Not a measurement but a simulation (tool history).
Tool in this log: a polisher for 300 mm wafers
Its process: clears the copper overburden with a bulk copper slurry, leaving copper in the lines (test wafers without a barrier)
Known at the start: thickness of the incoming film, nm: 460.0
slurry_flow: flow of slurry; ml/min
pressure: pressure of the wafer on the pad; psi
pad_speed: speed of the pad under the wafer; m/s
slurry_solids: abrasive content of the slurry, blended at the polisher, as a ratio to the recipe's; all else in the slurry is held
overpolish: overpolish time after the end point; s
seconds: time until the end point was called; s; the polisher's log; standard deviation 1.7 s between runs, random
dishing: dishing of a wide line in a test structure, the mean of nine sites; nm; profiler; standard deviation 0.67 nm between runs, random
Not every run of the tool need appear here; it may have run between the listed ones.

{"run": 1, "hour": 0.0, "slurry_flow": 190, "pressure": 1.8, "pad_speed": 0.88, "slurry_solids": 1.0, "overpolish": 8, "seconds": 103.48, "dishing": 26.955}
{"run": 2, "hour": 3.8, "slurry_flow": 190, "pressure": 1.8, "pad_speed": 0.88, "slurry_solids": 1.0, "overpolish": 10, "seconds": 101.42, "dishing": 33.727}
{"run": 3, "hour": 7.8, "slurry_flow": 190, "pressure": 1.8, "pad_speed": 0.78, "slurry_solids": 1.0, "overpolish": 10, "seconds": 113.23, "dishing": 29.564}
{"run": 4, "hour": 10.0, "slurry_flow": 190, "pressure": 1.8, "pad_speed": 1.0, "slurry_solids": 1.0, "overpolish": 10, "seconds": 92.08, "dishing": 35.484}
{"run": 5, "hour": 12.4, "slurry_flow": 190, "pressure": 1.8, "pad_speed": 1.14, "slurry_solids": 1.0, "overpolish": 10, "seconds": 81.605, "dishing": 40.391}
{"run": 6, "hour": 16.0, "slurry_flow": 185, "pressure": 1.5, "pad_speed": 1.12, "slurry_solids": 1.0, "overpolish": 11, "seconds": 98.134, "dishing": 36.793}

Run 7, settings as shown, results not yet in. Your forecast:
{"run": 7, "hour": 17.0, "slurry_flow": 180, "pressure": 1.3, "pad_speed": 1.1, "slurry_solids": 1.0, "overpolish": 12, "seconds": "?", "dishing": "?"}

{"run 7": {"seconds": 113.61, "dishing": 33.472}}
